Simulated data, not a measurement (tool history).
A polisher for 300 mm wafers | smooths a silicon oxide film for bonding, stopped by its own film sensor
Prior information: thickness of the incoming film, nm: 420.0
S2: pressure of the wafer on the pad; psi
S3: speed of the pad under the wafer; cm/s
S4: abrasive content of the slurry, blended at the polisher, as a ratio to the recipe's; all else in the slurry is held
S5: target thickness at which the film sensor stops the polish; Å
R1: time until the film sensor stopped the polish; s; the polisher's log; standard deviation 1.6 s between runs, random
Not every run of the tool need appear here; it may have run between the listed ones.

run 1 hour=0.0 | flow_of_slurry_(ml/min)=155 S2=1.6 S3=76 S4=1.0 S5=3780 | R1=90.836
run 2 hour=6.6 | flow_of_slurry_(ml/min)=155 S2=1.6 S3=68 S4=1.0 S5=3780 | R1=95.946
run 3 hour=11.2 | flow_of_slurry_(ml/min)=155 S2=1.5 S3=68 S4=1.0 S5=3780 | R1=102.140
run 4 hour=12.4 | flow_of_slurry_(ml/min)=155 S2=1.5 S3=68 S4=1.0 S5=3820 | R1=92.809
run 5 hour=19.0 | flow_of_slurry_(ml/min)=155 S2=1.5 S3=80 S4=1.0 S5=3820 | R1=83.166
run 6 hour=22.7 | flow_of_slurry_(ml/min)=155 S2=1.4 S3=78 S4=1.0 S5=3820 | R1=88.795
run 7 hour=28.6 | flow_of_slurry_(ml/min)=155 S2=1.3 S3=76 S4=1.0 S5=3820 | R1=93.520
run 8 hour=31.5 | flow_of_slurry_(ml/min)=155 S2=1.3 S3=76 S4=1.0 S5=3820 | R1=95.226

What does the tool deliver on the next run?
run 9 hour=37.7 | flow_of_slurry_(ml/min)=155 S2=1.2 S3=74 S4=1.0 S5=3820 | R1=?

R1: 97.780 s
